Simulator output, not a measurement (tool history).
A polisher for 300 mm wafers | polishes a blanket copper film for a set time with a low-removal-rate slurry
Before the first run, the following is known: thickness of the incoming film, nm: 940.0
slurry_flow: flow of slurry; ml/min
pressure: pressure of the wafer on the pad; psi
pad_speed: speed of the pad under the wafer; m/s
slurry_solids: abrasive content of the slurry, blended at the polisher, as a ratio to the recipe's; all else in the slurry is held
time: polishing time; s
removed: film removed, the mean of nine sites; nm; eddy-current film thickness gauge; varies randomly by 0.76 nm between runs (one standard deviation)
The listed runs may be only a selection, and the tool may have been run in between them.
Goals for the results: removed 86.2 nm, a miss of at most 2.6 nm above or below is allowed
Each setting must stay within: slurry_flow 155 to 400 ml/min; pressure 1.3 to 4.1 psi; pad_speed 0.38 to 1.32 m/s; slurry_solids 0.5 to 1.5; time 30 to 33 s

run  hour  slurry_flow  pressure  pad_speed  slurry_solids  time  removed
  1     0          255       2.7       0.84              1    33   70.688
  2   5.7          280       2.7       0.84              1    33   70.443
  3     8          280       2.8       0.84              1    33   72.562
  4  14.1          280       2.9       0.84              1    33   74.996
  5  22.6          280       2.9       0.92              1    33   82.549
  6  25.8          280       2.9       0.72              1    33   64.802
  7  28.4          290       3.6       0.72              1    33   79.306
  8  32.3          290       3.7       0.72              1    33   82.437
  9  40.9          290       3.7       0.72              1    33   82.283

4 candidate next runs follow, results not yet known. Just one meets every target within its allowed miss. Identify it.
  A  49.5          340         4       0.72              1    32        ?
  B  49.5          310       3.6       0.84            0.6    33        ?
  C  49.5          310       3.8        0.7              1    32        ?
  D  49.5          335         4       0.74            0.9    30        ?

move  removed
   A   86.604
   B   82.217
   C   80.076
   D   81.064
A: all results land within tolerance of their targets
B: no nearer and no further than the last run
C: misses by more than the last run did
D: misses by more than the last run did
A meets every target.

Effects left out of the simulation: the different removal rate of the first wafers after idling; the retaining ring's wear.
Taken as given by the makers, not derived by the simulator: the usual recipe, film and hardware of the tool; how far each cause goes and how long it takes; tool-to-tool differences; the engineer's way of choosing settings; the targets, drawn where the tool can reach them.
